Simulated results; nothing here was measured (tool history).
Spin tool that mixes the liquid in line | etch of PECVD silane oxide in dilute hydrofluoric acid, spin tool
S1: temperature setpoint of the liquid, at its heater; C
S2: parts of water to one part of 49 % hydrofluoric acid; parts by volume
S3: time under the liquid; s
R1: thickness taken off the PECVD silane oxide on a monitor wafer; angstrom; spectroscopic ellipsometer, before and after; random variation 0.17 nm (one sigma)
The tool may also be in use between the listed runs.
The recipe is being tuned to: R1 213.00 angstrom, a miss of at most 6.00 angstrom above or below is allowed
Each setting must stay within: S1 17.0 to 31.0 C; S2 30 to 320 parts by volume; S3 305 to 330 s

run	hour	S1	S2	S3	R1
1	0.0	23.0	175	305	358.62
2	1.3	23.0	130	305	504.78
3	8.8	22.0	145	305	426.83
4	10.7	22.0	100	305	651.05
5	18.9	21.0	120	305	512.27
6	22.8	20.5	135	305	437.44
7	27.0	17.0	205	305	236.71
8	29.4	17.0	215	305	224.73

Next run, 5 choices. One meets every target within its allowed miss, the rest don't. Which?
A	31.8	20.5	260	325	?
B	31.8	17.0	220	325	?
C	31.8	17.0	200	310	?
D	31.8	17.0	210	305	?
E	31.8	21.0	255	330	?

move	R1
A	214.04
B	229.50
C	245.20
D	227.67
E	226.81
A: hits every target within its allowed miss
B: moves away from the targets compared with the last run
C: moves away from the targets compared with the last run
D: moves away from the targets compared with the last run
E: moves away from the targets compared with the last run
A meets every target.
